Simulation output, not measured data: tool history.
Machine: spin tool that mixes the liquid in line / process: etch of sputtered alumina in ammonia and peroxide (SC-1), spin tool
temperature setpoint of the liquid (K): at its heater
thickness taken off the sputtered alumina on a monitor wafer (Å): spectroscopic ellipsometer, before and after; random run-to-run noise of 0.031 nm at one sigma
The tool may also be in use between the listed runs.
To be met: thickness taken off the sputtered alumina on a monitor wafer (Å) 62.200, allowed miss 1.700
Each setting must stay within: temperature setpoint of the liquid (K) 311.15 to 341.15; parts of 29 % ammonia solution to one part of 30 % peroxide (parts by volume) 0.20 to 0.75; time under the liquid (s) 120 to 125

run	hour	temperature setpoint of the liquid (K)	parts of 29 % ammonia solution to one part of 30 % peroxide (parts by volume)	time under the liquid (s)	thickness taken off the sputtered alumina on a monitor wafer (Å)
1	0.0	325.15	0.45	120	75.444
2	7.9	324.65	0.45	120	74.110
3	14.3	324.15	0.45	120	70.996
4	18.8	323.65	0.45	120	69.685
5	27.4	323.15	0.45	120	67.600
6	32.7	323.15	0.55	120	68.601
7	34.4	322.65	0.55	120	67.851
8	42.7	322.65	0.55	120	66.485
9	45.7	322.15	0.55	120	65.177

Exercise: of the 4 proposed moves below, exactly one satisfies all targets within the stated allowed misses. Which move is it?
A	48.7	320.65	0.50	125	?
B	48.7	322.65	0.55	125	?
C	48.7	323.15	0.50	120	?
D	48.7	322.15	0.60	125	?

move	thickness taken off the sputtered alumina on a monitor wafer (Å)
A	61.857
B	69.760
C	68.219
D	68.422
A: all results land within tolerance of their targets
B: the biggest miss grows against the last run
C: the biggest miss grows against the last run
D: the biggest miss grows against the last run
A meets every target.
